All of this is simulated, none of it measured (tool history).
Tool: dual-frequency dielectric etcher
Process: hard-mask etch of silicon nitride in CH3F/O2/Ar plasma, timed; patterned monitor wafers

run,day,source power (kW),bias power (kW),etch time (s),mean etch depth across the wafer (Å)
1,0.000,0.320,0.081,139.0,802.34
2,0.217,0.350,0.081,139.0,822.69
3,0.346,0.350,0.091,139.0,860.85
4,0.575,0.350,0.101,139.0,893.58
5,0.662,0.360,0.101,139.0,903.89
6,0.725,0.360,0.101,127.0,822.35
7,0.975,0.380,0.104,127.5,850.01
8,1.004,0.390,0.106,128.5,872.78

Run 9 comes next. What will it give?
9,1.292,0.400,0.107,128.5,?

Run 9 gave mean etch depth across the wafer (Å) 883.02.
